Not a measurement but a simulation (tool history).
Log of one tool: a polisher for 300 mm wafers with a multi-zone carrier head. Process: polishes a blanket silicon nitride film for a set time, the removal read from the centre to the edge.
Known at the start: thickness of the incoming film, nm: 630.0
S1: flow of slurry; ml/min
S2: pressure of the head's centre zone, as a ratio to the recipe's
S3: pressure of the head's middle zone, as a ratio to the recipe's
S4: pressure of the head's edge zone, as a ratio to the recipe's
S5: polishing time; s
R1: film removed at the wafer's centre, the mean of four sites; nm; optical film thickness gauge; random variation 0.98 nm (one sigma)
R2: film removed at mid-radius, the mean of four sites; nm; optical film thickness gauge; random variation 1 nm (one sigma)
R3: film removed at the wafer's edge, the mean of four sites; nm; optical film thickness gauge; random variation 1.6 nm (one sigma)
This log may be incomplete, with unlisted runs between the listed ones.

{"run": 1, "day": 0.0, "S1": 320, "S2": 1, "S3": 1, "S4": 1, "S5": 55, "R1": 116.62, "R2": 115.39, "R3": 123.12}
{"run": 2, "day": 0.15, "S1": 320, "S2": 1, "S3": 0.93, "S4": 1, "S5": 55, "R1": 116.44, "R2": 108.23, "R3": 121.91}
{"run": 3, "day": 0.462, "S1": 335, "S2": 1.03, "S3": 1, "S4": 1, "S5": 56, "R1": 122.29, "R2": 117.13, "R3": 124.33}
{"run": 4, "day": 0.571, "S1": 335, "S2": 1.03, "S3": 1, "S4": 1.08, "S5": 56, "R1": 122.28, "R2": 118.6, "R3": 128.75}
{"run": 5, "day": 0.767, "S1": 275, "S2": 1.03, "S3": 1, "S4": 1.08, "S5": 56, "R1": 119.83, "R2": 115.95, "R3": 126.9}
{"run": 6, "day": 0.925, "S1": 275, "S2": 1.03, "S3": 1, "S4": 1.05, "S5": 56, "R1": 122.43, "R2": 114.97, "R3": 125.74}
{"run": 7, "day": 1.062, "S1": 305, "S2": 1.05, "S3": 1.05, "S4": 1.05, "S5": 57, "R1": 127.03, "R2": 123.51, "R3": 128.09}
{"run": 8, "day": 1.083, "S1": 325, "S2": 1.06, "S3": 1.09, "S4": 1.06, "S5": 58, "R1": 129.9, "R2": 132.09, "R3": 129.82}
{"run": 9, "day": 1.333, "S1": 335, "S2": 1.08, "S3": 1.11, "S4": 1.08, "S5": 59, "R1": 136.2, "R2": 134.92, "R3": 134.6}

Run 10, settings as shown, results not yet in. Your forecast:
{"run": 10, "day": 1.488, "S1": 345, "S2": 1.08, "S3": 1.13, "S4": 1.07, "S5": 60, "R1": "?", "R2": "?", "R3": "?"}

{"run 10": {"R1": 140.04, "R2": 141.07, "R3": 136.71}}
